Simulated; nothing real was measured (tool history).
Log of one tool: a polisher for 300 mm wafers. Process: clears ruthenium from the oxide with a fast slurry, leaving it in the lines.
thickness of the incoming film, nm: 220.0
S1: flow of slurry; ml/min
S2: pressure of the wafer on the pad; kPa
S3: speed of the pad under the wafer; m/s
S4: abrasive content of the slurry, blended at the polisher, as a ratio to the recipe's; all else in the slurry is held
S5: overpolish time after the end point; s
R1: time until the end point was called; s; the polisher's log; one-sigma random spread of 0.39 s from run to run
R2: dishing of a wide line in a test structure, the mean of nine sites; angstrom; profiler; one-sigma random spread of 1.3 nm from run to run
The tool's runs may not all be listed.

run	hour	S1	S2	S3	S4	S5	R1	R2
1	0.0	305	22.1	0.92	1.00	21	59.074	620.70
2	0.5	305	24.1	0.94	1.00	23	53.645	723.53
3	6.9	305	26.2	0.96	1.00	24	48.272	772.25
4	13.0	305	27.6	0.98	1.00	26	45.378	864.25
5	19.9	230	27.6	0.98	1.00	26	46.462	837.65
6	24.3	230	27.6	0.98	0.85	26	50.124	808.49
7	26.2	235	29.0	1.00	0.85	27	45.711	870.71
8	28.8	240	30.3	1.00	0.85	28	42.809	912.40
9	32.7	240	31.0	1.02	0.85	29	42.250	955.11
10	37.1	240	31.7	1.04	0.85	30	40.483	997.10
# hour 44.1: slurry nozzle cleaned
11	44.1	240	32.4	1.06	0.85	31	35.869	1077.30
12	47.9	240	32.4	1.06	0.85	32	36.462	1096.80
13	54.4	240	32.4	1.06	0.85	33	35.967	1129.30
14	62.3	240	32.4	1.06	0.85	34	36.591	1155.60

What does the tool deliver on the next run?
15	67.1	245	33.1	1.06	0.85	35	?	?

Run 15 came out at R1 36.269 s, R2 1160.60 angstrom.
